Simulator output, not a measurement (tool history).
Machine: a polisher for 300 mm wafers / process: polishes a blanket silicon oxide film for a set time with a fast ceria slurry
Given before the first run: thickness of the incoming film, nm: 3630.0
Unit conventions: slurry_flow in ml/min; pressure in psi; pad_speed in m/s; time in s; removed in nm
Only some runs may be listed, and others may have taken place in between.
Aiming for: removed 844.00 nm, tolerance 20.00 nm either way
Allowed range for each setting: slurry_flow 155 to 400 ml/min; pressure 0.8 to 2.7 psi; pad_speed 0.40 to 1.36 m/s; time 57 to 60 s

run 1 hour=0.0 | slurry_flow=255 pressure=1.7 pad_speed=0.88 time=57 | removed=515.42
run 2 hour=3.5 | slurry_flow=205 pressure=1.7 pad_speed=0.88 time=57 | removed=504.81
run 3 hour=11.8 | slurry_flow=265 pressure=1.7 pad_speed=0.88 time=57 | removed=516.72
run 4 hour=13.8 | slurry_flow=270 pressure=1.8 pad_speed=0.88 time=57 | removed=541.49
run 5 hour=15.1 | slurry_flow=270 pressure=1.9 pad_speed=0.88 time=57 | removed=576.33
run 6 hour=21.4 | slurry_flow=270 pressure=2.0 pad_speed=0.88 time=57 | removed=607.14
run 7 hour=26.5 | slurry_flow=270 pressure=2.1 pad_speed=0.88 time=57 | removed=629.20
run 8 hour=34.7 | slurry_flow=275 pressure=2.2 pad_speed=0.88 time=57 | removed=664.93
run 9 hour=40.7 | slurry_flow=275 pressure=2.3 pad_speed=0.88 time=57 | removed=690.59
run 10 hour=48.8 | slurry_flow=280 pressure=2.4 pad_speed=0.88 time=57 | removed=718.75
run 11 hour=52.6 | slurry_flow=280 pressure=2.7 pad_speed=0.88 time=57 | removed=807.72
run 12 hour=59.8 | slurry_flow=285 pressure=2.7 pad_speed=0.88 time=57 | removed=801.77
run 13 hour=64.4 | slurry_flow=285 pressure=2.7 pad_speed=0.88 time=57 | removed=804.28
run 14 hour=71.6 | slurry_flow=290 pressure=2.7 pad_speed=0.88 time=57 | removed=804.40
run 15 hour=78.7 | slurry_flow=290 pressure=2.7 pad_speed=0.90 time=57 | removed=821.07

Which one of the following 5 next-run settings gets every result inside its allowed miss? There is exactly one.
run A hour=85.8 | slurry_flow=280 pressure=2.6 pad_speed=0.98 time=60 | removed=?
run B hour=85.8 | slurry_flow=310 pressure=2.6 pad_speed=1.08 time=58 | removed=?
run C hour=85.8 | slurry_flow=240 pressure=2.7 pad_speed=0.98 time=59 | removed=?
run D hour=85.8 | slurry_flow=340 pressure=2.7 pad_speed=0.94 time=57 | removed=?
run E hour=85.8 | slurry_flow=280 pressure=2.7 pad_speed=0.98 time=59 | removed=?

move=A removed=873.61
move=B removed=911.69
move=C removed=876.78
move=D removed=849.92
move=E removed=890.27
A: pushes the last run's worst result past its target
B: pushes the last run's worst result past its target
C: pushes the last run's worst result past its target
D: meets every target
E: pushes the last run's worst result past its target
Move D is the one to make.
